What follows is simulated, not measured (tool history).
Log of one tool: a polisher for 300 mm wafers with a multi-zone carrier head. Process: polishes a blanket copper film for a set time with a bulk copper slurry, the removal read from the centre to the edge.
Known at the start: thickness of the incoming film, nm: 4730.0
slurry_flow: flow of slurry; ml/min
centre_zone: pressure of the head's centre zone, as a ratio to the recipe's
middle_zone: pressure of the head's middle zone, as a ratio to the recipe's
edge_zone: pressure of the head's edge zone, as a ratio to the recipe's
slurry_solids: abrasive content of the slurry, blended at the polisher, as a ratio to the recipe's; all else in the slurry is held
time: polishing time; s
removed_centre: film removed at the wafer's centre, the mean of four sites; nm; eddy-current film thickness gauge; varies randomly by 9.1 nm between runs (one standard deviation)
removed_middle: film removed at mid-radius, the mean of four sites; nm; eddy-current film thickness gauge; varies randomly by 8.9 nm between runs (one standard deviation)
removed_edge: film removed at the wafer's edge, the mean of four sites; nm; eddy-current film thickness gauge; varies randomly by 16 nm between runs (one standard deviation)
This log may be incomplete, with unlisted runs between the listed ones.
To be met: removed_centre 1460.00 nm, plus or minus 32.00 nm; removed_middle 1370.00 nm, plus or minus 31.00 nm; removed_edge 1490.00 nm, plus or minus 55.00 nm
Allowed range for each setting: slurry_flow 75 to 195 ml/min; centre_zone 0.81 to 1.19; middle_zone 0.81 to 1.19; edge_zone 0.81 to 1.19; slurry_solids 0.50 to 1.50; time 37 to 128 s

run	hour	slurry_flow	centre_zone	middle_zone	edge_zone	slurry_solids	time	removed_centre	removed_middle	removed_edge
1	0.0	125	1.00	1.00	1.00	1.00	82	985.59	978.89	954.46
2	4.2	125	1.00	1.00	0.94	1.00	82	991.69	988.56	924.42
3	11.2	130	1.01	1.00	1.01	1.15	87	1108.90	1085.40	1073.60
4	19.7	130	1.01	0.96	1.01	1.15	87	1098.10	1052.70	1060.10
5	24.6	140	1.02	0.98	1.06	1.25	89	1181.60	1135.90	1156.80
6	32.5	145	1.03	0.98	1.10	1.30	92	1264.80	1188.00	1217.20
7	40.3	150	1.02	0.97	1.13	1.35	95	1317.50	1230.50	1329.90
8	47.8	160	1.02	0.98	1.15	1.40	95	1343.30	1281.40	1341.00
9	49.2	165	1.02	0.97	1.16	1.45	96	1390.60	1294.20	1376.50
10	50.9	165	1.01	0.97	1.17	1.45	97	1370.40	1322.30	1411.70
11	58.6	170	1.01	0.96	1.18	1.45	98	1398.10	1326.80	1451.70
12	66.3	175	1.01	0.96	1.18	1.45	98	1402.20	1315.20	1427.20
13	73.5	170	1.01	0.96	1.18	1.45	99	1406.30	1328.80	1434.30
14	76.0	170	1.01	0.96	1.18	1.45	99	1408.20	1335.80	1444.30

Below are 4 possible settings for the next run. Only one of them brings all results inside the allowed miss of their targets. Which is it?
A	78.5	170	1.01	0.97	1.19	1.45	97	?	?	?
B	78.5	165	0.93	0.82	1.19	1.50	112	?	?	?
C	78.5	195	1.09	1.09	1.08	1.50	96	?	?	?
D	78.5	190	1.01	0.95	1.18	1.50	100	?	?	?

move	removed_centre	removed_middle	removed_edge
A	1375.80	1334.90	1402.50
B	1467.70	1381.70	1632.90
C	1515.00	1475.00	1348.40
D	1455.00	1388.80	1468.60
A: misses by more than the last run did
B: gets the furthest-off result to its target, but another result is out of tolerance
C: the result that was furthest off in the last run now lies on the other side of its target
D: meets every target
The right move is D.
